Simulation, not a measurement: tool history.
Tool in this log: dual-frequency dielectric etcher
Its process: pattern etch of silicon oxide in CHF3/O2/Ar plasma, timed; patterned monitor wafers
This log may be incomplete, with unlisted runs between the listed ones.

run	hour	source power (kW)	bias power (kW)	etch time (s)	mean etch depth across the wafer (nm)
1	0.0	0.790	0.195	427	934.81
2	2.4	0.830	0.197	427	973.85
3	5.0	0.830	0.231	427	1031.90
4	7.5	0.840	0.231	427	1039.50
5	15.2	0.850	0.231	427	1046.90
6	18.5	0.860	0.231	427	1042.60
7	24.2	0.870	0.231	427	1058.70

Run 8 comes next. What will it give?
8	27.8	0.950	0.234	427	?

{"run 8": {"mean etch depth across the wafer (nm)": 1110.0}}
